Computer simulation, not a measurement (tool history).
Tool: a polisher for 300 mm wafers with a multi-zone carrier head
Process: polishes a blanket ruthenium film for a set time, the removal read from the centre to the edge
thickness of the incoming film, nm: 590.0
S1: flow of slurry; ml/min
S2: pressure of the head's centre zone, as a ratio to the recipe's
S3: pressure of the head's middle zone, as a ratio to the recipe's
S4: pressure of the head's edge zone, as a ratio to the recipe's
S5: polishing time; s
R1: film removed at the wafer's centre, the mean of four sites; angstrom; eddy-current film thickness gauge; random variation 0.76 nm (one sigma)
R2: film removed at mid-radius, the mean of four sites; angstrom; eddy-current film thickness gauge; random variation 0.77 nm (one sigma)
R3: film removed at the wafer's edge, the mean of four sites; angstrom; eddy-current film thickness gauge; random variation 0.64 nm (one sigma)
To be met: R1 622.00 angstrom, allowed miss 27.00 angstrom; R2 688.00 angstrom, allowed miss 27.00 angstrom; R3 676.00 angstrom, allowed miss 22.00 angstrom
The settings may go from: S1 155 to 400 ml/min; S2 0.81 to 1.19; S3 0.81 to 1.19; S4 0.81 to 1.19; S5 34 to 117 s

run  hour   S1    S2    S3    S4  S5      R1      R2      R3
  1   0.0  255  1.00  1.00  1.00  75  772.47  737.54  800.40
  2   1.3  255  1.06  1.00  1.00  75  797.05  744.50  785.21
  3   2.8  255  1.06  1.00  1.03  75  812.94  737.34  785.53
  4  10.8  250  1.04  1.02  1.02  73  765.02  743.81  770.12
  5  11.7  245  1.03  1.03  1.01  71  733.06  720.00  750.88
  6  16.1  245  1.03  1.03  1.01  82  858.85  824.74  860.14
  7  24.9  230  0.93  1.02  0.91  66  620.60  669.61  637.90
  8  26.0  235  0.93  1.02  0.92  66  612.66  654.57  661.27

Which of these 4 next moves meets every target?
  A  27.1  240  0.89  1.01  0.85  70   ?   ?   ?
  B  27.1  250  0.96  1.03  0.89  63   ?   ?   ?
  C  27.1  200  1.02  1.07  0.88  67   ?   ?   ?
  D  27.1  210  1.02  1.08  0.87  67   ?   ?   ?

move      R1      R2      R3
   A  620.77  691.84  669.43
   B  606.01  636.04  617.88
   C  660.16  675.56  637.46
   D  666.08  686.31  637.72
A: meets every target
B: further off than the last run
C: brings the result that was furthest off to its target, and leaves another outside
D: brings the result that was furthest off to its target, and leaves another outside
The right move is A.

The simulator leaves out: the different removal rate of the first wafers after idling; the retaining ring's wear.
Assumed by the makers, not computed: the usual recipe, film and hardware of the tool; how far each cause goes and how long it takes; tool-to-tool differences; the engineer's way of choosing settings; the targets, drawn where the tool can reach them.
